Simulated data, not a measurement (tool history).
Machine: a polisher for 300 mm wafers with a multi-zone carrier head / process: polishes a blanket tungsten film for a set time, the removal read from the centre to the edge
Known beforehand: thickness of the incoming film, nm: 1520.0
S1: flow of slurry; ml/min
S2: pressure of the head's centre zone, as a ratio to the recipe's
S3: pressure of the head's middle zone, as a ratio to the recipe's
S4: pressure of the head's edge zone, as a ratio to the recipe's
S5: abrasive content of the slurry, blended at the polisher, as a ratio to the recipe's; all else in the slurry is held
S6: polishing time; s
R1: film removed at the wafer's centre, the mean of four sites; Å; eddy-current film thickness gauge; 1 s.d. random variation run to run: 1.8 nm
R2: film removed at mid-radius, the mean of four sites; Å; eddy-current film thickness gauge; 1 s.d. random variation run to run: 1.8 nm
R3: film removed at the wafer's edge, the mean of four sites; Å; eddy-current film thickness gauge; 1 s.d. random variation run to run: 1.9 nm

run,hour,S1,S2,S3,S4,S5,S6,R1,R2,R3
1,0,135,1,1,1,1,60,3418.7,3460,3773.3
2,1.5,135,1.04,1,1,1,60,3577.6,3456.2,3667.7
3,3.4,135,0.97,1,1,1,60,3344.7,3430.6,3645.8
4,10.1,130,0.95,0.99,0.94,0.85,52,2668.8,2817.8,3009.8
5,13.1,120,0.95,0.99,0.94,0.85,52,2573.3,2735.2,2952.9
6,15.2,125,0.97,1,0.9,0.75,46,2363.2,2396.2,2495.7
7,24.1,110,0.9,1,0.81,0.5,37,1464.3,1686.1,1662.7
8,30,130,0.91,0.99,0.82,0.5,37,1579.3,1739.3,1767.2
9,31.2,145,0.92,1,0.82,0.5,37,1693.4,1855.5,1809.9
10,37.9,150,0.92,0.99,0.83,0.5,37,1721.1,1880.5,1821.4
11,41.7,155,0.92,0.98,0.84,0.5,37,1745.9,1868.8,1825.6

Forecast run 12:
12,43.2,175,0.93,0.97,0.9,0.55,37,?,?,?

Logged for run 12: R1 1864.7 Å, R2 1925.3 Å, R3 2026.9 Å.

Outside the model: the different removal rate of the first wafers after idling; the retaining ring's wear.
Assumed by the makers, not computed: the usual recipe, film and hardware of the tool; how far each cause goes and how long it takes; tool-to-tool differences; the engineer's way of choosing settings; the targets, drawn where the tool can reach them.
